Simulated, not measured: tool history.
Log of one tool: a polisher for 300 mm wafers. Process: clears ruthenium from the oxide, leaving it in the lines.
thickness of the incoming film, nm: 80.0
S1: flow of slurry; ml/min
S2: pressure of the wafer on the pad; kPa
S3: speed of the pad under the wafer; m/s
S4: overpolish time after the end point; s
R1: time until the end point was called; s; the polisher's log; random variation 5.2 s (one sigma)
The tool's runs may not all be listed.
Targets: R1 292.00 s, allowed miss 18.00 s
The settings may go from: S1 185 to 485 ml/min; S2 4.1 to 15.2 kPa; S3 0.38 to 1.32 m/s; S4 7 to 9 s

| run | hour | S1 | S2 | S3 | S4 | R1 |
|---|---|---|---|---|---|---|
| 1 | 0.0 | 310 | 9.7 | 0.84 | 9 | 152.36 |
| 2 | 5.8 | 270 | 9.7 | 0.84 | 9 | 149.40 |
| 3 | 10.1 | 270 | 9.7 | 0.84 | 9 | 147.97 |
| 4 | 14.9 | 270 | 9.7 | 0.84 | 9 | 152.74 |
| 5 | 21.0 | 270 | 8.3 | 0.84 | 9 | 171.82 |
| 6 | 22.5 | 270 | 7.6 | 0.82 | 9 | 191.65 |
| 7 | 26.5 | 270 | 6.9 | 0.80 | 9 | 211.78 |
| 8 | 33.9 | 270 | 6.2 | 0.80 | 9 | 236.23 |
| 9 | 39.9 | 270 | 5.5 | 0.80 | 9 | 260.58 |

Which of these 4 next moves meets every target?
| A | 45.9 | 205 | 7.6 | 0.62 | 9 | ? |
| B | 45.9 | 340 | 6.2 | 0.72 | 9 | ? |
| C | 45.9 | 220 | 6.9 | 0.70 | 7 | ? |
| D | 45.9 | 270 | 5.5 | 0.70 | 9 | ? |

| move | R1 |
|---|---|
| A | 254.69 |
| B | 257.32 |
| C | 248.79 |
| D | 301.10 |
A: further off than the last run
B: further off than the last run
C: further off than the last run
D: meets every target
Move D is the one to make.

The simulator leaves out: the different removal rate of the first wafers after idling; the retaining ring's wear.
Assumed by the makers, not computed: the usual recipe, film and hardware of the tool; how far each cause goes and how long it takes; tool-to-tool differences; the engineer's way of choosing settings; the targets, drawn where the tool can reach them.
